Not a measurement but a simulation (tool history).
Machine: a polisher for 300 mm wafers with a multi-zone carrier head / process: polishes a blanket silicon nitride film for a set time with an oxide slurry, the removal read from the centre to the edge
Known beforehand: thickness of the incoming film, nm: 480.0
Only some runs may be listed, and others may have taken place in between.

run    day  flow of slurry (ml/min)  pressure of the head's centre zone  pressure of the head's middle zone  pressure of the head's edge zone  abrasive content of the slurry  polishing time (s)  film removed at the wafer's centre (Å)  film removed at mid-radius (Å)  film removed at the wafer's edge (Å)
  1  0.000                      245                                1.00                                1.00                              1.00                             1.0                  73                                  546.92                          565.00                                541.75
  2  0.242                      245                                1.00                                1.00                              1.00                             1.0                  56                                  417.98                          426.00                                408.04
  3  0.496                      245                                0.99                                1.01                              1.02                             1.0                  56                                  412.55                          426.10                                423.06
  4  0.529                      290                                0.99                                1.01                              1.02                             1.0                  56                                  419.32                          450.95                                412.12
  5  0.862                      290                                0.99                                1.01                              1.07                             1.0                  56                                  414.97                          436.30                                433.88
  6  0.904                      250                                0.99                                1.01                              1.07                             1.0                  56                                  411.73                          433.85                                432.01
  7  0.962                      250                                0.99                                1.01                              1.07                             1.0                  56                                  413.37                          434.51                                430.72
  8  1.142                      250                                0.99                                1.02                              1.08                             1.0                  56                                  410.58                          431.08                                428.99
  9  1.517                      250                                0.98                                1.03                              1.09                             1.0                  56                                  406.56                          435.94                                436.24

Expected results for the next run?
 10  1.558                      250                                0.98                                1.04                              1.10                             1.0                  56                                       ?                               ?                                     ?

Run 10 came out at film removed at the wafer's centre (Å) 406.34, film removed at mid-radius (Å) 435.52, film removed at the wafer's edge (Å) 427.12.
